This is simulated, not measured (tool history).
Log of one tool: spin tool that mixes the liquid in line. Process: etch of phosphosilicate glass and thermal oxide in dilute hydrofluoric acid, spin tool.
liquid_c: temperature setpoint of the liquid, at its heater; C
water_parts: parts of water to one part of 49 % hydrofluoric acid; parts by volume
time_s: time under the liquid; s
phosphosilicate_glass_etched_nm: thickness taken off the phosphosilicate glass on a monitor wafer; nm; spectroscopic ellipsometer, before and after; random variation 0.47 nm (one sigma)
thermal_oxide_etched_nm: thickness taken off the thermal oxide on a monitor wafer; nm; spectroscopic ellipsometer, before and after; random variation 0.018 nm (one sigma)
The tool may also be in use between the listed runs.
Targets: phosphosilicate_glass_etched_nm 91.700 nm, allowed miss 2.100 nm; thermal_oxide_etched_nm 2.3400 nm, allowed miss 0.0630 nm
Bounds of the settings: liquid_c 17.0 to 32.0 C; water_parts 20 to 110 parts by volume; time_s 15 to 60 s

run,hour,liquid_c,water_parts,time_s,phosphosilicate_glass_etched_nm,thermal_oxide_etched_nm
1,0.0,24.0,60,30,112.070,2.8402
2,0.9,22.5,60,30,105.570,2.6829
3,1.9,22.5,60,40,139.230,3.6181
4,9.4,21.0,65,40,121.130,3.1062
5,18.2,22.5,65,40,128.650,3.2948
6,24.6,22.5,65,45,144.820,3.6917
7,32.7,18.5,80,45,98.156,2.5317
8,40.0,18.0,80,45,95.650,2.4560
9,47.8,17.5,80,45,94.002,2.4069

Which of these 5 next moves meets every target?
A,55.6,17.5,85,50,?,?
B,55.6,18.0,80,40,?,?
C,55.6,17.0,60,35,?,?
D,55.6,18.0,75,40,?,?
E,55.6,17.0,30,15,?,?

move,phosphosilicate_glass_etched_nm,thermal_oxide_etched_nm
A,97.530,2.5067
B,85.137,2.1882
C,97.286,2.5004
D,91.314,2.3469
E,86.222,2.2161
A: further off than the last run
B: takes the result that was furthest off past its target
C: further off than the last run
D: meets every target
E: takes the result that was furthest off past its target
Move D is the one to make.
